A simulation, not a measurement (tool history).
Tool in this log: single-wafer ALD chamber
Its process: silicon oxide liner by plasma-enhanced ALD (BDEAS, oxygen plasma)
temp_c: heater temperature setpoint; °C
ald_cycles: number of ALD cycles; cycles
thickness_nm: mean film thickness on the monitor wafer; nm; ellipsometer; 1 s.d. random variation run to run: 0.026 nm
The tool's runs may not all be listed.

Run 1, day 0: temp_c 320 °C, ald_cycles 85 cycles. Result: thickness_nm 7.302 nm.
Run 2, day 0.333: temp_c 321 °C, ald_cycles 80 cycles. Result: thickness_nm 6.8998 nm.
Run 3, day 0.683: temp_c 322 °C, ald_cycles 77 cycles. Result: thickness_nm 6.6374 nm.
Run 4, day 0.958: temp_c 322 °C, ald_cycles 89 cycles. Result: thickness_nm 7.6233 nm.
Run 5, day 1.025: temp_c 322 °C, ald_cycles 95 cycles. Result: thickness_nm 8.2051 nm.
Run 6, day 1.112: temp_c 313 °C, ald_cycles 95 cycles. Result: thickness_nm 8.2836 nm.

Predict the results of run 7:
Run 7, day 1.246: temp_c 314 °C, ald_cycles 86 cycles. Result: thickness_nm ?.

thickness_nm: 7.4813 nm

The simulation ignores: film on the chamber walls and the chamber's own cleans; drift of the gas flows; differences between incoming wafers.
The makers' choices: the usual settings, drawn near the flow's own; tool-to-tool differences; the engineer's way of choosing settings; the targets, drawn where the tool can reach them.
